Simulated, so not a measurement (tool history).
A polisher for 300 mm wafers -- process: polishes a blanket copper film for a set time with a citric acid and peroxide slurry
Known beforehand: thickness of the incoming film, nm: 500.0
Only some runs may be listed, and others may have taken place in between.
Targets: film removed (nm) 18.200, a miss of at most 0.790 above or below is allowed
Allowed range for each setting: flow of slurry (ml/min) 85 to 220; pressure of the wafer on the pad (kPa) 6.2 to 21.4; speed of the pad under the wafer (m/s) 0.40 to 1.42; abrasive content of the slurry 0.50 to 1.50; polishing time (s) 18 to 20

run	hour	flow of slurry (ml/min)	pressure of the wafer on the pad (kPa)	speed of the pad under the wafer (m/s)	abrasive content of the slurry	polishing time (s)	film removed (nm)
1	0.0	140	13.8	0.90	1.00	20	25.973
2	6.9	140	16.5	0.90	1.00	20	30.869
3	13.2	140	15.9	0.90	1.00	20	29.598
4	19.3	140	15.2	0.90	1.00	20	27.859
5	24.9	140	15.2	0.90	1.10	20	29.217
6	27.3	175	15.2	0.90	1.10	20	30.354
7	33.5	175	14.5	0.90	1.10	20	28.717
8	38.4	175	13.8	0.90	1.10	20	27.195
9	44.6	175	13.1	0.90	1.10	20	27.229
10	53.5	175	12.4	0.90	1.10	20	24.812

Exactly one of the 4 candidate moves below puts every result within its allowed miss. Which one?
A	62.4	205	15.2	0.90	1.00	19	?
B	62.4	165	11.0	0.80	1.10	18	?
C	62.4	190	12.4	0.68	1.05	20	?
D	62.4	175	11.0	0.88	1.10	18	?

move	film removed (nm)
A	29.017
B	18.638
C	20.281
D	20.380
A: lands further from the targets than the last run did
B: meets every target
C: an improvement on the last run, though not all results are within tolerance
D: an improvement on the last run, though not all results are within tolerance
The right move is B.
